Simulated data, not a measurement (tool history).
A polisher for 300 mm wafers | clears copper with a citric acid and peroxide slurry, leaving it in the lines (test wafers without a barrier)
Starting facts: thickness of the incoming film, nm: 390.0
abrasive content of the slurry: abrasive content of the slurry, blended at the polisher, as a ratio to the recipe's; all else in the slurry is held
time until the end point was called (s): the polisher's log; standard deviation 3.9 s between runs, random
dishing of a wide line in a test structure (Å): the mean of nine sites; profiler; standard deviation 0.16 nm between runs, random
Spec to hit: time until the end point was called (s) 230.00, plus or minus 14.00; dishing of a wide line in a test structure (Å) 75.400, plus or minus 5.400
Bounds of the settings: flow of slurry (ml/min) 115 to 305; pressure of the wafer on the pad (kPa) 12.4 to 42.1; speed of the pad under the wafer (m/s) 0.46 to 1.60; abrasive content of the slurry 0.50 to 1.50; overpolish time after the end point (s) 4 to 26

run  hour  flow of slurry (ml/min)  pressure of the wafer on the pad (kPa)  speed of the pad under the wafer (m/s)  abrasive content of the slurry  overpolish time after the end point (s)  time until the end point was called (s)  dishing of a wide line in a test structure (Å)
  1   0.0                      195                                    26.9                                    1.02                            1.00                                       13                                   144.75                                         250.410
  2   0.7                      195                                    22.8                                    1.02                            1.00                                       13                                   168.13                                         217.750
  3   8.9                      195                                    22.1                                    1.00                            1.00                                       12                                   173.23                                         196.390
  4  15.4                      195                                    21.4                                    0.98                            1.00                                       11                                   173.32                                         172.100
  5  21.0                      195                                    20.7                                    0.94                            1.00                                       10                                   191.85                                         145.380
  6  27.8                      195                                    20.0                                    0.94                            1.00                                        9                                   198.59                                         132.940
  7  33.9                      195                                    19.3                                    0.94                            1.00                                        8                                   198.79                                         114.720
  8  35.7                      195                                    18.6                                    0.94                            1.00                                        8                                   207.74                                         111.450
  9  44.3                      195                                    17.9                                    0.94                            1.00                                        8                                   212.35                                         105.270
 10  44.9                      195                                    15.2                                    0.94                            1.00                                        4                                   237.66                                          48.453
 11  46.9                      190                                    18.6                                    0.84                            1.00                                        7                                   218.71                                          86.024
 12  49.5                      185                                    17.9                                    0.84                            1.00                                        7                                   239.50                                          85.356
 13  51.2                      185                                    17.9                                    0.84                            1.00                                        7                                   236.94                                          86.015
 14  57.5                      185                                    17.9                                    0.84                            1.00                                        7                                   234.13                                          87.272

Pick the move, out of 4, that brings all results within their allowed miss; only one does.
  A  63.8                      195                                    15.2                                    0.88                            1.10                                        8                                        ?                                               ?
  B  63.8                      170                                    24.8                                    0.66                            1.30                                        8                                        ?                                               ?
  C  63.8                      155                                    18.6                                    0.82                            1.15                                        6                                        ?                                               ?
  D  63.8                      160                                    17.9                                    0.88                            0.95                                        8                                        ?                                               ?

move  time until the end point was called (s)  dishing of a wide line in a test structure (Å)
   A                                   248.53                                          92.532
   B                                   224.25                                         102.700
   C                                   232.89                                          74.571
   D                                   230.78                                          99.587
A: lands further from the targets than the last run did
B: lands further from the targets than the last run did
C: every result within its allowed miss
D: lands further from the targets than the last run did
C meets every target.
